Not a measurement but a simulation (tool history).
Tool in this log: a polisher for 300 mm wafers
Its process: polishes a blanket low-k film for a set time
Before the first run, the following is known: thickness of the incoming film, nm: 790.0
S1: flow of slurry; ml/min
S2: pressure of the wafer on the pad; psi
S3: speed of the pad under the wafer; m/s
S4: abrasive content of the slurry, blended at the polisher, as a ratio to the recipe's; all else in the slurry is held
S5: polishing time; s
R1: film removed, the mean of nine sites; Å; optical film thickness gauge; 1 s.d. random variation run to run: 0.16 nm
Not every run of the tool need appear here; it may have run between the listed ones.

| run | hour | S1 | S2 | S3 | S4 | S5 | R1 |
|---|---|---|---|---|---|---|---|
| 1 | 0.0 | 260 | 2.5 | 0.88 | 1.00 | 53 | 209.94 |
| 2 | 5.6 | 260 | 2.5 | 0.88 | 1.15 | 53 | 228.76 |
| 3 | 14.1 | 260 | 2.5 | 0.88 | 1.00 | 53 | 208.19 |
| 4 | 18.2 | 260 | 2.4 | 0.88 | 1.00 | 53 | 204.54 |
| 5 | 22.7 | 285 | 2.4 | 0.88 | 1.00 | 53 | 204.60 |
| 6 | 24.0 | 285 | 2.4 | 0.88 | 1.15 | 53 | 222.54 |
| 7 | 25.8 | 285 | 2.3 | 0.88 | 1.15 | 53 | 215.41 |
| 8 | 31.9 | 280 | 1.6 | 0.86 | 1.15 | 53 | 146.42 |

What will run 9 give?
| 9 | 36.8 | 285 | 1.6 | 0.86 | 1.15 | 53 | ? |

{"run 9": {"R1": 146.75}}
